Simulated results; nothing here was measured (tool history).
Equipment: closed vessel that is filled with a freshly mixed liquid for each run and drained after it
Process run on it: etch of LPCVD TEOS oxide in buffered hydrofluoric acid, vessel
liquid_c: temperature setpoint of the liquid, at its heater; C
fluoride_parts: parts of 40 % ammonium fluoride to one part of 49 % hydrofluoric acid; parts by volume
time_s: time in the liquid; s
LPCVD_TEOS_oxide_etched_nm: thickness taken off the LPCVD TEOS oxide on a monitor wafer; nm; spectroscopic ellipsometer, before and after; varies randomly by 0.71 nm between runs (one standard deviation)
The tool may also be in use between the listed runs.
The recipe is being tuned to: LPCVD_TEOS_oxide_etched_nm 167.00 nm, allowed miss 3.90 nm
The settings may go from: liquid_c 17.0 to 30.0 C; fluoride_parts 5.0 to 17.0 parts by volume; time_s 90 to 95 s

| run | hour | liquid_c | fluoride_parts | time_s | LPCVD_TEOS_oxide_etched_nm |
|---|---|---|---|---|---|
| 1 | 0.0 | 22.0 | 10.5 | 90 | 281.61 |
| 2 | 5.3 | 22.0 | 12.0 | 90 | 246.40 |
| 3 | 10.3 | 22.0 | 14.5 | 90 | 205.43 |
| 4 | 14.0 | 22.0 | 13.0 | 90 | 228.56 |
| 5 | 17.0 | 22.0 | 16.0 | 90 | 186.30 |
| 6 | 20.6 | 22.0 | 16.0 | 95 | 197.81 |
| 7 | 23.9 | 21.0 | 16.0 | 95 | 187.21 |
| 8 | 29.8 | 18.5 | 16.0 | 95 | 162.87 |

Which one of the following 4 next-run settings gets every result inside its allowed miss? There is exactly one.
| A | 35.7 | 17.5 | 16.0 | 95 | ? |
| B | 35.7 | 21.0 | 16.5 | 95 | ? |
| C | 35.7 | 18.5 | 15.5 | 95 | ? |
| D | 35.7 | 19.0 | 14.0 | 90 | ? |

| move | LPCVD_TEOS_oxide_etched_nm |
|---|---|
| A | 153.07 |
| B | 180.88 |
| C | 167.17 |
| D | 180.06 |
A: the biggest miss grows against the last run
B: moves the result that the last run missed by most past its target, out the other side
C: all results land within tolerance of their targets
D: moves the result that the last run missed by most past its target, out the other side
So the answer is move C, the one that meets all the targets.
